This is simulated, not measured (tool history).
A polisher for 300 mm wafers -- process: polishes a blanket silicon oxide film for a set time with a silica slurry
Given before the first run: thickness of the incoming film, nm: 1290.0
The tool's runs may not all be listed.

run	day	flow of slurry (ml/min)	pressure of the wafer on the pad (psi)	speed of the pad under the wafer (m/s)	abrasive content of the slurry	polishing time (s)	film removed (angstrom)
1	0	305	5	1.1	1	38	1463.8
2	0.242	300	4.8	1.1	1	38	1398.5
3	0.562	300	4.8	1.22	1	38	1499.2
4	0.738	300	4.8	1.22	1.2	38	1629.8
5	1.012	300	4.8	1.1	1.2	38	1506.9
6	1.192	295	4.6	1.1	1.2	38	1453.1
7	1.458	295	4.4	1.1	1.2	38	1413.2

Run 8 has not been measured yet. What should we expect?
8	1.804	295	4.2	1.1	1.2	38	?

film removed (angstrom): 1349.3
